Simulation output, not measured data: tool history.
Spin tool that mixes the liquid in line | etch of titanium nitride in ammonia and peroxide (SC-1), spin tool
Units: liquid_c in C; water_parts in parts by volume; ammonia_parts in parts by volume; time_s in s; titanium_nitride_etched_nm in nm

| run | day | liquid_c | water_parts | ammonia_parts | time_s | titanium_nitride_etched_nm |
|---|---|---|---|---|---|---|
| 1 | 0.000 | 47.0 | 24.5 | 0.70 | 270 | 19.810 |
| 2 | 0.046 | 51.5 | 24.5 | 0.70 | 270 | 27.347 |
| 3 | 0.417 | 51.5 | 24.5 | 0.50 | 270 | 25.479 |
| 4 | 0.446 | 49.5 | 27.0 | 0.50 | 270 | 20.887 |
| 5 | 0.796 | 47.5 | 29.0 | 0.50 | 270 | 17.414 |
| 6 | 0.867 | 47.5 | 35.0 | 0.50 | 270 | 15.772 |
| 7 | 1.212 | 46.0 | 36.5 | 0.50 | 270 | 13.739 |
| 8 | 1.388 | 45.0 | 37.5 | 0.50 | 270 | 12.710 |
| 9 | 1.442 | 44.0 | 38.5 | 0.45 | 270 | 11.241 |

Forecast run 10:
| 10 | 1.496 | 43.0 | 39.5 | 0.45 | 270 | ? |

Run 10 gave titanium_nitride_etched_nm 10.461 nm.
